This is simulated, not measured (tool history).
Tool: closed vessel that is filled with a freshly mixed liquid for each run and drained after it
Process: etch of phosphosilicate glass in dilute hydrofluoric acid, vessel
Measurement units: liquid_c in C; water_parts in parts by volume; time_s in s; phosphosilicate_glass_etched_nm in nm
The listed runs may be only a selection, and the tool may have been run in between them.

| run | hour | liquid_c | water_parts | time_s | phosphosilicate_glass_etched_nm |
|---|---|---|---|---|---|
| 1 | 0 | 20 | 245 | 100 | 61.614 |
| 2 | 1.6 | 21.5 | 245 | 100 | 65.232 |
| 3 | 10.5 | 22.5 | 245 | 100 | 67.595 |
| 4 | 11.7 | 22.5 | 305 | 100 | 51.121 |
| 5 | 16.1 | 24 | 305 | 100 | 54.306 |
| 6 | 20.5 | 26 | 305 | 100 | 57.617 |
| 7 | 28.5 | 26.5 | 290 | 100 | 62.519 |
| 8 | 31.9 | 27 | 280 | 100 | 66.433 |
| 9 | 37.7 | 27.5 | 275 | 100 | 69.522 |

What does the tool deliver on the next run?
| 10 | 44.9 | 27.5 | 270 | 100 | ? |

phosphosilicate_glass_etched_nm: 70.58 nm

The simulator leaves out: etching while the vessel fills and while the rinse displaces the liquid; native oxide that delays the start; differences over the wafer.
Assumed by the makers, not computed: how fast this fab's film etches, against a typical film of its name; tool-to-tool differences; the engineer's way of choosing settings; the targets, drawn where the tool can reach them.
